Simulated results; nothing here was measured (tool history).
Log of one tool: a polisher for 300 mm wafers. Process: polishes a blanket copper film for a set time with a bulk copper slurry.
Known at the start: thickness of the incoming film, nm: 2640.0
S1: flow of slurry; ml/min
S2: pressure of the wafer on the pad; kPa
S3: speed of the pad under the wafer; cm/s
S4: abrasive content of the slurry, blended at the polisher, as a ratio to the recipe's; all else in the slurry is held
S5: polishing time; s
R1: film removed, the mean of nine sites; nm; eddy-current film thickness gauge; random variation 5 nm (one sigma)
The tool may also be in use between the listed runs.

run 1 hour=0.0 | S1=145 S2=17.9 S3=88 S4=1.0 S5=124 | R1=670.05
run 2 hour=1.3 | S1=145 S2=14.5 S3=88 S4=1.0 S5=124 | R1=541.89
run 3 hour=6.0 | S1=145 S2=12.4 S3=88 S4=1.0 S5=124 | R1=466.93
run 4 hour=7.6 | S1=145 S2=12.4 S3=88 S4=1.0 S5=130 | R1=488.70
run 5 hour=12.1 | S1=145 S2=12.4 S3=76 S4=1.0 S5=130 | R1=417.58
run 6 hour=18.0 | S1=145 S2=12.4 S3=56 S4=1.0 S5=130 | R1=317.64

The next listed run, before its measurement:
run 7 hour=18.9 | S1=150 S2=13.1 S3=56 S4=1.0 S5=130 | R1=?

R1: 334.85 nm
